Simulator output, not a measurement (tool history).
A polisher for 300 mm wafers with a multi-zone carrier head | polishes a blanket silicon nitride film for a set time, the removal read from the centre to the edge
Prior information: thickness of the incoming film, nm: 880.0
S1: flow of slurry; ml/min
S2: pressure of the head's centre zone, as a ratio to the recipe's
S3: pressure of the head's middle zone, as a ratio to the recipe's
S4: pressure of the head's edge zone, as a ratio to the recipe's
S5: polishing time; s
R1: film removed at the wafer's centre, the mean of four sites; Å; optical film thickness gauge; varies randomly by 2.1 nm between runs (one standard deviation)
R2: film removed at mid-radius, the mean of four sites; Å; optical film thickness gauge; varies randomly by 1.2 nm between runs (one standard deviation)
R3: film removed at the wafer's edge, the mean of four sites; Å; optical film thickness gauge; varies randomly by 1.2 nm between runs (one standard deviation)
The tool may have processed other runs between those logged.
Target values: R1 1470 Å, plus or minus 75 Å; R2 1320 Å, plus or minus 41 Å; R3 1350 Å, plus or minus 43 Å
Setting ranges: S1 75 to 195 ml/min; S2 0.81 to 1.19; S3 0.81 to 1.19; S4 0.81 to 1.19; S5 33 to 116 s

{"run": 1, "hour": 0.0, "S1": 125, "S2": 1, "S3": 1, "S4": 1, "S5": 74, "R1": 1831.9, "R2": 1860.4, "R3": 1815.2}
{"run": 2, "hour": 5.4, "S1": 125, "S2": 1, "S3": 0.95, "S4": 1, "S5": 74, "R1": 1885.7, "R2": 1795.5, "R3": 1788}
{"run": 3, "hour": 6.4, "S1": 115, "S2": 0.99, "S3": 0.93, "S4": 0.98, "S5": 71, "R1": 1726.2, "R2": 1639.3, "R3": 1625.2}
{"run": 4, "hour": 15.0, "S1": 115, "S2": 0.99, "S3": 0.85, "S4": 0.98, "S5": 71, "R1": 1689.8, "R2": 1525.4, "R3": 1656}
{"run": 5, "hour": 16.9, "S1": 115, "S2": 0.99, "S3": 0.81, "S4": 0.98, "S5": 71, "R1": 1719.1, "R2": 1485.9, "R3": 1667.2}
{"run": 6, "hour": 21.1, "S1": 110, "S2": 0.99, "S3": 0.81, "S4": 0.95, "S5": 70, "R1": 1668.7, "R2": 1429.4, "R3": 1592}
{"run": 7, "hour": 23.5, "S1": 105, "S2": 0.98, "S3": 0.82, "S4": 0.92, "S5": 69, "R1": 1615, "R2": 1413.2, "R3": 1539}
{"run": 8, "hour": 30.5, "S1": 105, "S2": 0.98, "S3": 0.82, "S4": 0.92, "S5": 69, "R1": 1603.1, "R2": 1394.7, "R3": 1531.4}
{"run": 9, "hour": 36.5, "S1": 100, "S2": 0.98, "S3": 0.83, "S4": 0.9, "S5": 69, "R1": 1546, "R2": 1402.6, "R3": 1520.9}
{"run": 10, "hour": 39.1, "S1": 100, "S2": 0.98, "S3": 0.83, "S4": 0.9, "S5": 69, "R1": 1567.3, "R2": 1393.8, "R3": 1527.3}
{"run": 11, "hour": 40.5, "S1": 100, "S2": 0.99, "S3": 0.84, "S4": 0.88, "S5": 67, "R1": 1572.7, "R2": 1362.1, "R3": 1469.1}
{"run": 12, "hour": 44.2, "S1": 95, "S2": 0.99, "S3": 0.85, "S4": 0.87, "S5": 66, "R1": 1509.5, "R2": 1358.6, "R3": 1392.8}

Of the 5 settings listed for the next run, only one would bring every result within its allowed miss of target. Which one?
{"run": "A", "hour": 47.9, "S1": 75, "S2": 1.01, "S3": 0.92, "S4": 0.86, "S5": 71, "R1": "?", "R2": "?", "R3": "?"}
{"run": "B", "hour": 47.9, "S1": 80, "S2": 0.98, "S3": 0.94, "S4": 0.84, "S5": 68, "R1": "?", "R2": "?", "R3": "?"}
{"run": "C", "hour": 47.9, "S1": 120, "S2": 0.99, "S3": 0.86, "S4": 0.88, "S5": 60, "R1": "?", "R2": "?", "R3": "?"}
{"run": "D", "hour": 47.9, "S1": 90, "S2": 1.04, "S3": 0.91, "S4": 0.82, "S5": 66, "R1": "?", "R2": "?", "R3": "?"}
{"run": "E", "hour": 47.9, "S1": 110, "S2": 1.11, "S3": 0.92, "S4": 0.84, "S5": 60, "R1": "?", "R2": "?", "R3": "?"}

move=A R1=1492.7 R2=1423 R3=1397.4
move=B R1=1434.5 R2=1428 R3=1348.2
move=C R1=1496 R2=1341.3 R3=1332
move=D R1=1560.5 R2=1413.1 R3=1335
move=E R1=1634.1 R2=1383.9 R3=1281.9
A: further off than the last run
B: the furthest-off result lands on target, but another misses its tolerance
C: hits every target within its allowed miss
D: the furthest-off result lands on target, but another misses its tolerance
E: carries the result that was furthest off beyond its target, to the other side
So the answer is move C, the one that meets all the targets.

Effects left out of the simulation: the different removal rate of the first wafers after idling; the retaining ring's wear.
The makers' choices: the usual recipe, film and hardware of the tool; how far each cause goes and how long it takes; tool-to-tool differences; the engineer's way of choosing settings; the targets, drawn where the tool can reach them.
